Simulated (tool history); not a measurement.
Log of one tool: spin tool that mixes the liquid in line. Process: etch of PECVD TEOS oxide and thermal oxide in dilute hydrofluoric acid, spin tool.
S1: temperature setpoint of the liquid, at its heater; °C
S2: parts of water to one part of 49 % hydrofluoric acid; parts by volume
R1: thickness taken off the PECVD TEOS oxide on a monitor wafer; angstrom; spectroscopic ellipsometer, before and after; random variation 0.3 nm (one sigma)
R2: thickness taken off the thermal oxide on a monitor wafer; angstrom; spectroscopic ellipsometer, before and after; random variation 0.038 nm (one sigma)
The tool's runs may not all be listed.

{"run": 1, "hour": 0.0, "S1": 23.0, "S2": 175, "time under the liquid (s)": 180, "R1": 270.33, "R2": 41.579}
{"run": 2, "hour": 5.3, "S1": 24.5, "S2": 175, "time under the liquid (s)": 180, "R1": 284.35, "R2": 43.36}
{"run": 3, "hour": 14.2, "S1": 26.0, "S2": 175, "time under the liquid (s)": 180, "R1": 303.03, "R2": 46.333}
{"run": 4, "hour": 23.1, "S1": 26.5, "S2": 175, "time under the liquid (s)": 180, "R1": 302.54, "R2": 46.71}
{"run": 5, "hour": 27.5, "S1": 26.5, "S2": 175, "time under the liquid (s)": 145, "R1": 251.4, "R2": 38.341}
{"run": 6, "hour": 28.6, "S1": 29.5, "S2": 175, "time under the liquid (s)": 145, "R1": 278.38, "R2": 42.631}

Run 7 comes next. What will it give?
{"run": 7, "hour": 35.7, "S1": 30.0, "S2": 175, "time under the liquid (s)": 145, "R1": "?", "R2": "?"}

{"run 7": {"R1": 281.48, "R2": 43.6}}

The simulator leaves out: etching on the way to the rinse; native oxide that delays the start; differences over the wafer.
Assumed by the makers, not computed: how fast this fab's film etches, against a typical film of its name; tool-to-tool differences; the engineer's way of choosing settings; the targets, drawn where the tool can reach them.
